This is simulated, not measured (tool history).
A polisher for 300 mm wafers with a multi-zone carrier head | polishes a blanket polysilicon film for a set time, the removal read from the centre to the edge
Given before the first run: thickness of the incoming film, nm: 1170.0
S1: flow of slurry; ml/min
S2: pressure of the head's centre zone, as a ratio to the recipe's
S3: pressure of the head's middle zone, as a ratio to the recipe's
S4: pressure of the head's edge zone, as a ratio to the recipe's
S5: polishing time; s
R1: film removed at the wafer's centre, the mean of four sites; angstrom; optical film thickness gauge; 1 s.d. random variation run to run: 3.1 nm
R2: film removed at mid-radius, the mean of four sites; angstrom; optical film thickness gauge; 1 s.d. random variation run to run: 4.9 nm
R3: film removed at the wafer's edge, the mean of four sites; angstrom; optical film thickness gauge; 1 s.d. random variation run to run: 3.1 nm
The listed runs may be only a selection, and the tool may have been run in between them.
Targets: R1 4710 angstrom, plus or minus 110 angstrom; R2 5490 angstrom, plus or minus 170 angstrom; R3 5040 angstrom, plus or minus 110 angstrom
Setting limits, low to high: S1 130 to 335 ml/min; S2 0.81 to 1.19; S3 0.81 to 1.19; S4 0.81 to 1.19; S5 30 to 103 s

Run 1, hour 0: S1 215 ml/min, S2 1, S3 1, S4 1, S5 66 s. Result: R1 4930.4 angstrom, R2 4749 angstrom, R3 4737.9 angstrom.
Run 2, hour 9: S1 220 ml/min, S2 0.99, S3 1.01, S4 1.01, S5 66 s. Result: R1 4994.6 angstrom, R2 4756.4 angstrom, R3 4780 angstrom.
Run 3, hour 17.2: S1 220 ml/min, S2 0.98, S3 1.03, S4 1.02, S5 66 s. Result: R1 4970.7 angstrom, R2 4883.4 angstrom, R3 4778.7 angstrom.
Run 4, hour 19: S1 220 ml/min, S2 0.97, S3 1.04, S4 1.03, S5 66 s. Result: R1 4868.8 angstrom, R2 4864.3 angstrom, R3 4796 angstrom.
Run 5, hour 27.1: S1 220 ml/min, S2 0.97, S3 0.98, S4 1.03, S5 66 s. Result: R1 4848.5 angstrom, R2 4734.8 angstrom, R3 4792.6 angstrom.
Run 6, hour 31.6: S1 220 ml/min, S2 0.97, S3 0.98, S4 1.09, S5 66 s. Result: R1 4886 angstrom, R2 4594.4 angstrom, R3 4880.2 angstrom.
Run 7, hour 36: S1 220 ml/min, S2 0.96, S3 1, S4 1.09, S5 66 s. Result: R1 4788 angstrom, R2 4766.1 angstrom, R3 4861.5 angstrom.
Run 8, hour 38.5: S1 225 ml/min, S2 0.95, S3 1.01, S4 1.09, S5 66 s. Result: R1 4822.2 angstrom, R2 4828.3 angstrom, R3 4918.8 angstrom.
Run 9, hour 46.9: S1 225 ml/min, S2 0.94, S3 1.02, S4 1.09, S5 66 s. Result: R1 4769.1 angstrom, R2 4891.2 angstrom, R3 4921.5 angstrom.

Of the 5 settings listed for the next run, only one would bring every result within its allowed miss of target. Which one?
Run A, hour 55.3: S1 295 ml/min, S2 0.83, S3 1.06, S4 1.09, S5 70 s. Result: R1 ?, R2 ?, R3 ?.
Run B, hour 55.3: S1 215 ml/min, S2 0.91, S3 1.14, S4 1.1, S5 68 s. Result: R1 ?, R2 ?, R3 ?.
Run C, hour 55.3: S1 210 ml/min, S2 0.86, S3 0.99, S4 1.11, S5 71 s. Result: R1 ?, R2 ?, R3 ?.
Run D, hour 55.3: S1 215 ml/min, S2 0.9, S3 1.01, S4 1.1, S5 72 s. Result: R1 ?, R2 ?, R3 ?.
Run E, hour 55.3: S1 190 ml/min, S2 0.95, S3 0.92, S4 1.1, S5 70 s. Result: R1 ?, R2 ?, R3 ?.

move      R1      R2      R3
   A  4702.9  5432.9  5334.8
   B  4749.6    5399  5042.3
   C  4691.7  4982.2    5279
   D  4974.9  5155.7  5348.2
   E  4963.2  4543.5  5130.4
A: brings the last run's worst result on target, with another outside its allowed miss
B: all results land within tolerance of their targets
C: better than the last run, though not everything is in spec
D: better than the last run, though not everything is in spec
E: further off than the last run
Move B is the one to make.
